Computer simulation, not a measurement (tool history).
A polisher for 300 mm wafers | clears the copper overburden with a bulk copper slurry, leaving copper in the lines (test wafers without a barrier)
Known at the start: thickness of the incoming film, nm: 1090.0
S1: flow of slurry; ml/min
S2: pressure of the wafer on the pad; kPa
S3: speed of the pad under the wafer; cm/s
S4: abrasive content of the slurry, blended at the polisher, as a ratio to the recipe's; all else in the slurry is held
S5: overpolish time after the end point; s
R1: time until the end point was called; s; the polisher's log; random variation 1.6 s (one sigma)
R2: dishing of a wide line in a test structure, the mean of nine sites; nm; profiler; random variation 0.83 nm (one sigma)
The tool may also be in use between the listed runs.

| run | hour | S1 | S2 | S3 | S4 | S5 | R1 | R2 |
|---|---|---|---|---|---|---|---|---|
| 1 | 0 | 280 | 20.7 | 112 | 1 | 14 | 88.04 | 77.406 |
| 2 | 3.7 | 280 | 19.3 | 116 | 1 | 12 | 88.565 | 65.907 |
| 3 | 11.2 | 280 | 18.6 | 116 | 1 | 11 | 91.801 | 63.248 |
| 4 | 19.9 | 280 | 17.9 | 116 | 1 | 10 | 95.814 | 58.468 |
| 5 | 28.1 | 280 | 17.2 | 116 | 1 | 9 | 98.447 | 52.734 |
| 6 | 36.5 | 320 | 17.2 | 116 | 1 | 9 | 98.421 | 54.133 |

The next listed run, before its measurement:
| 7 | 39.1 | 320 | 17.2 | 116 | 1 | 8 | ? | ? |

R1: 100.21 s
R2: 47.23 nm
